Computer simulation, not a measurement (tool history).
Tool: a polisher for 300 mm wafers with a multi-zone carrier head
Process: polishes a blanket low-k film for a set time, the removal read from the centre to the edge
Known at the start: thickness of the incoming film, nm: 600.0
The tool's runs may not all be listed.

| run | day | flow of slurry (ml/min) | pressure of the head's centre zone | pressure of the head's middle zone | pressure of the head's edge zone | abrasive content of the slurry | polishing time (s) | film removed at the wafer's centre (Å) | film removed at mid-radius (Å) | film removed at the wafer's edge (Å) |
|---|---|---|---|---|---|---|---|---|---|---|
| 1 | 0 | 235 | 1 | 1 | 1 | 1 | 41 | 93.447 | 94.853 | 90.499 |
| 2 | 0.183 | 235 | 1 | 1 | 1 | 1 | 35 | 78.805 | 79.141 | 77.009 |
| 3 | 0.367 | 235 | 0.93 | 1 | 1 | 1 | 35 | 73.125 | 80.273 | 77.702 |
| 4 | 0.696 | 235 | 0.85 | 1 | 1 | 1 | 35 | 66.5 | 80.915 | 78.347 |
| 5 | 0.921 | 180 | 0.85 | 1 | 1 | 1 | 35 | 63.723 | 77.48 | 74.827 |
| 6 | 1.112 | 180 | 0.85 | 1 | 1 | 1.2 | 35 | 68.886 | 83.875 | 81.642 |
| 7 | 1.271 | 245 | 0.95 | 1.09 | 1.1 | 1.45 | 46 | 111.76 | 127.36 | 120.46 |
| 8 | 1.571 | 260 | 0.99 | 1.09 | 1.12 | 1.45 | 47 | 122.42 | 134.31 | 124.72 |
|  | 1.896 | worn pad replaced by a new one |
| 9 | 1.896 | 275 | 1.01 | 1.06 | 1.14 | 1.45 | 47 | 139.04 | 146.35 | 141.2 |
| 10 | 1.917 | 275 | 1.01 | 1.06 | 1.14 | 1.45 | 47 | 139.6 | 146.53 | 141.86 |

The next listed run, before its measurement:
| 11 | 2.033 | 270 | 1.03 | 1.04 | 1.12 | 1.4 | 47 | ? | ? | ? |

Run 11 gave film removed at the wafer's centre (Å) 139.6, film removed at mid-radius (Å) 142.15, film removed at the wafer's edge (Å) 139.5.
